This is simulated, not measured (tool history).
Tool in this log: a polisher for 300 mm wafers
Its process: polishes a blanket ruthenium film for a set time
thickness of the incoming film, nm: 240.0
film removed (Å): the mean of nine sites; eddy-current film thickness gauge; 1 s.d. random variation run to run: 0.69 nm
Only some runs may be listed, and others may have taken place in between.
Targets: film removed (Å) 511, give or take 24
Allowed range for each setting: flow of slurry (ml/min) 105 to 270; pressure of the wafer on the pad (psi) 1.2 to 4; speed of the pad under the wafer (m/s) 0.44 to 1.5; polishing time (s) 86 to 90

run	hour	flow of slurry (ml/min)	pressure of the wafer on the pad (psi)	speed of the pad under the wafer (m/s)	polishing time (s)	film removed (Å)
1	0	175	2.6	0.96	86	1015.3
2	3.9	175	2.6	0.96	86	1047.2
3	9.1	175	2.6	0.96	90	1093.1
4	11.2	175	2.4	0.92	90	989.13
5	20.2	175	2.4	0.78	90	819.93
6	24.2	175	2.2	0.78	90	769.71
7	32.7	175	2	0.78	90	694.88
8	38.1	175	1.9	0.78	90	662.83
9	41.6	175	1.8	0.78	90	625.49
10	46.7	175	1.7	0.78	90	608.22
11	54.3	175	1.6	0.78	90	564.21

5 next moves are on the table. One of them brings every result within its allowed miss. Which?
A	61.9	175	1.3	1.04	88	?
B	61.9	155	1.7	0.8	86	?
C	61.9	145	1.8	0.76	88	?
D	61.9	190	1.7	0.74	90	?
E	61.9	185	1.3	0.86	90	?

move	film removed (Å)
A	589.25
B	563.83
C	572.41
D	566.58
E	505.71
A: lands further from the targets than the last run did
B: about as far from the targets as the last run
C: lands further from the targets than the last run did
D: about as far from the targets as the last run
E: all results land within tolerance of their targets
Answer: E
